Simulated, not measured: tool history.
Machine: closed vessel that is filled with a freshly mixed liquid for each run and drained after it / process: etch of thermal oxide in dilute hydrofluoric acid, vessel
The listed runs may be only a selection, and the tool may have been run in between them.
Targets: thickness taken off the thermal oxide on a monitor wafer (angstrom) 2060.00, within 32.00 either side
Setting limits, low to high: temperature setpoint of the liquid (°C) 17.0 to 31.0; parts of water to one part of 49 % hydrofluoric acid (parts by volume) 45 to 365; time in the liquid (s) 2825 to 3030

run  hour  temperature setpoint of the liquid (°C)  parts of water to one part of 49 % hydrofluoric acid (parts by volume)  time in the liquid (s)  thickness taken off the thermal oxide on a monitor wafer (angstrom)
  1   0.0                                     23.0                                                                     205                    2825                                                               605.92
  2   8.9                                     20.0                                                                     205                    2825                                                               537.83
  3  10.7                                     20.0                                                                     205                    2825                                                               539.25
  4  13.5                                     23.0                                                                     205                    2825                                                               604.06
  5  18.5                                     23.0                                                                     205                    3030                                                               647.52
  6  20.0                                     20.5                                                                     205                    3030                                                               589.24
  7  24.0                                     22.5                                                                     180                    3030                                                               744.16
  8  30.5                                     24.0                                                                     155                    3030                                                               933.27
  9  37.3                                     28.0                                                                      75                    3030                                                              2498.80
 10  45.6                                     27.5                                                                      75                    3030                                                              2458.40
 11  47.4                                     27.0                                                                      75                    3030                                                              2394.60

Pick the move, out of 5, that brings all results within their allowed miss; only one does.
  A  49.2                                     28.0                                                                      80                    2930                                                                    ?
  B  49.2                                     28.5                                                                      85                    3030                                                                    ?
  C  49.2                                     31.0                                                                      80                    3030                                                                    ?
  D  49.2                                     30.0                                                                      95                    3030                                                                    ?
  E  49.2                                     30.0                                                                      85                    2900                                                                    ?

move  thickness taken off the thermal oxide on a monitor wafer (angstrom)
   A                                                              2240.80
   B                                                              2208.10
   C                                                              2599.70
   D                                                              2062.50
   E                                                              2238.20
A: gains on the last run, yet a result remains outside its allowed miss
B: gains on the last run, yet a result remains outside its allowed miss
C: its largest miss is bigger than the last run's
D: every result within its allowed miss
E: gains on the last run, yet a result remains outside its allowed miss
Correct choice: D, which meets every target

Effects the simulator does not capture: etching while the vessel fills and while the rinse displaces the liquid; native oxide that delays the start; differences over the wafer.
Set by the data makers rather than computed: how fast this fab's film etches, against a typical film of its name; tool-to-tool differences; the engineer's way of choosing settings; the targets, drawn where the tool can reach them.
